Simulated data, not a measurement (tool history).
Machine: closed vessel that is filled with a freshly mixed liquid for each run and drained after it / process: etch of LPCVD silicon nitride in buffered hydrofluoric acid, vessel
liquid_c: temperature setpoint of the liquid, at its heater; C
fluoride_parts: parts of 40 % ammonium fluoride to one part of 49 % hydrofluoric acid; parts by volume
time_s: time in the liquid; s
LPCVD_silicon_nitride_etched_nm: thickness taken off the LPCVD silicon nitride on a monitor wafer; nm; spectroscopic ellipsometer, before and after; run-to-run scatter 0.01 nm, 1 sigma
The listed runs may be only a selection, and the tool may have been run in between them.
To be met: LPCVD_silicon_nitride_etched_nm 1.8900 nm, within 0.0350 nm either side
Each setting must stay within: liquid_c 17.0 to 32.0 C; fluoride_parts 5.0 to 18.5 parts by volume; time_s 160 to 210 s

run  hour  liquid_c  fluoride_parts  time_s  LPCVD_silicon_nitride_etched_nm
  1   0.0      25.0            11.5     210                           2.8559
  2   3.3      25.0            14.0     210                           2.3527
  3  11.2      27.0            14.0     210                           2.6292
  4  12.0      25.5            14.0     210                           2.3849
  5  20.4      24.5            14.0     210                           2.3029
  6  24.7      24.5            11.0     210                           2.8692
     28.1  -- thermometer replaced
  7  28.1      22.5            11.0     210                           2.9286
  8  36.9      21.5            12.0     210                           2.5736

Next run, 4 choices. One meets every target within its allowed miss, the rest don't. Which?
  A  45.7      21.0            12.0     160                                ?
  B  45.7      21.0            16.0     205                                ?
  C  45.7      27.0            14.0     160                                ?
  D  45.7      25.0            13.5     160                                ?

move  LPCVD_silicon_nitride_etched_nm
   A                           1.8937
   B                           1.8294
   C                           2.2594
   D                           2.1021
A: every result lands within tolerance
B: takes the biggest miss from the last run beyond its target
C: better than the last run, though not everything is in spec
D: better than the last run, though not everything is in spec
So the answer is move A, the one that meets all the targets.

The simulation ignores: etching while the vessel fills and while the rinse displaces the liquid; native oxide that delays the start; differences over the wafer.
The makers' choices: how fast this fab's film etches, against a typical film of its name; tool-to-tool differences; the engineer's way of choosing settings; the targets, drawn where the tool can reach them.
